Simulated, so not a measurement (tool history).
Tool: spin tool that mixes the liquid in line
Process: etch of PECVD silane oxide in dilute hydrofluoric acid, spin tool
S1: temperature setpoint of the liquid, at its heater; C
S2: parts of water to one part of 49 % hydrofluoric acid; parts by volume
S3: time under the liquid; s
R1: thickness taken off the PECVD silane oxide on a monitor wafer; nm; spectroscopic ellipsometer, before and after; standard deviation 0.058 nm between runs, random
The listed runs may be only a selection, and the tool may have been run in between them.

run  hour    S1  S2  S3      R1
  1   0.0  22.0  80  15  4.3889
  2   8.9  22.0  55  15  6.5723
  3  14.6  23.5  55  15  7.0439
  4  16.1  24.5  55  15  7.2816
  5  20.9  24.5  55  15  7.2227
  6  23.2  25.5  55  15  7.6038
  7  30.9  29.5  55  15  8.8065

What will run 8 give?
  8  34.8  30.0  55  15   ?

R1: 8.9549 nm
